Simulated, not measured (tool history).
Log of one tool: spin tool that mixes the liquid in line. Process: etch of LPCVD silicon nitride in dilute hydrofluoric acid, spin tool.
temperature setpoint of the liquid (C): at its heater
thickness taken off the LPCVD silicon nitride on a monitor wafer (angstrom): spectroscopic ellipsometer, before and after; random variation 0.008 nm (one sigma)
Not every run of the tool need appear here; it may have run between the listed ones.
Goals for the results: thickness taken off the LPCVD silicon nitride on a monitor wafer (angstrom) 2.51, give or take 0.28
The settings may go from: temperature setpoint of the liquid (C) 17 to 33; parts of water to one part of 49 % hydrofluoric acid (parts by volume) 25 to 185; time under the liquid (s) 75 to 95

| run | day | temperature setpoint of the liquid (C) | parts of water to one part of 49 % hydrofluoric acid (parts by volume) | time under the liquid (s) | thickness taken off the LPCVD silicon nitride on a monitor wafer (angstrom) |
|---|---|---|---|---|---|
| 1 | 0 | 25 | 105 | 95 | 5.5583 |
| 2 | 0.35 | 25 | 105 | 95 | 5.7692 |
| 3 | 0.471 | 25 | 105 | 95 | 5.6388 |
| 4 | 0.625 | 24 | 115 | 90 | 4.5518 |
| 5 | 0.662 | 23 | 120 | 90 | 4.11 |
| 6 | 0.721 | 23 | 130 | 90 | 3.5717 |
| 7 | 0.988 | 22.5 | 130 | 90 | 3.7029 |
| 8 | 1.062 | 22 | 135 | 90 | 3.2684 |
| 9 | 1.175 | 21.5 | 135 | 90 | 3.3123 |

Consider the 4 candidate settings below. Which is the only one whose results all fall within their allowed miss of target?
| A | 1.288 | 22.5 | 160 | 75 | ? |
| B | 1.288 | 21.5 | 100 | 75 | ? |
| C | 1.288 | 20 | 95 | 95 | ? |
| D | 1.288 | 20.5 | 130 | 95 | ? |

| move | thickness taken off the LPCVD silicon nitride on a monitor wafer (angstrom) |
|---|---|
| A | 2.4825 |
| B | 3.6857 |
| C | 4.4346 |
| D | 3.377 |
A: all results in spec
B: its largest miss is bigger than the last run's
C: its largest miss is bigger than the last run's
D: its largest miss is bigger than the last run's
So the answer is move A, the one that meets all the targets.
